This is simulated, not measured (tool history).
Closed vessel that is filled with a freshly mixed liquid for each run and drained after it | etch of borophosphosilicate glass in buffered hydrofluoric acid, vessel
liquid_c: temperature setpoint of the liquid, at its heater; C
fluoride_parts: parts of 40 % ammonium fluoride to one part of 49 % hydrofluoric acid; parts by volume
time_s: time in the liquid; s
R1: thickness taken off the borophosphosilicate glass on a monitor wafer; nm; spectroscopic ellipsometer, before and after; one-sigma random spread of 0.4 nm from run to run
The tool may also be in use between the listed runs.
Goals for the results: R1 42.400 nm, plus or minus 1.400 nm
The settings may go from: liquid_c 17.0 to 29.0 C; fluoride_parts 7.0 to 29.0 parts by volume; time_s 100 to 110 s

run 1 hour=0.0 | liquid_c=21.0 fluoride_parts=18.0 time_s=100 | R1=66.631
run 2 hour=6.4 | liquid_c=18.0 fluoride_parts=18.0 time_s=100 | R1=56.082
run 3 hour=9.9 | liquid_c=17.0 fluoride_parts=18.0 time_s=100 | R1=53.303
run 4 hour=16.1 | liquid_c=17.0 fluoride_parts=18.5 time_s=100 | R1=52.639
run 5 hour=22.8 | liquid_c=17.0 fluoride_parts=18.5 time_s=110 | R1=56.618
run 6 hour=28.8 | liquid_c=17.0 fluoride_parts=19.0 time_s=110 | R1=55.065
run 7 hour=35.6 | liquid_c=17.0 fluoride_parts=19.5 time_s=110 | R1=55.006
run 8 hour=41.3 | liquid_c=17.0 fluoride_parts=25.0 time_s=110 | R1=45.597
run 9 hour=48.2 | liquid_c=17.0 fluoride_parts=26.0 time_s=110 | R1=44.380
run 10 hour=50.4 | liquid_c=17.0 fluoride_parts=26.0 time_s=110 | R1=44.036

4 next moves are on the table. One of them brings every result within its allowed miss. Which?
run A hour=52.6 | liquid_c=17.0 fluoride_parts=25.5 time_s=110 | R1=?
run B hour=52.6 | liquid_c=17.5 fluoride_parts=27.0 time_s=105 | R1=?
run C hour=52.6 | liquid_c=19.5 fluoride_parts=29.0 time_s=105 | R1=?
run D hour=52.6 | liquid_c=17.0 fluoride_parts=21.5 time_s=100 | R1=?

move=A R1=44.396
move=B R1=41.895
move=C R1=44.611
move=D R1=45.443
A: lands further from the targets than the last run did
B: in spec on every target
C: lands further from the targets than the last run did
D: lands further from the targets than the last run did
Correct choice: B, which meets every target
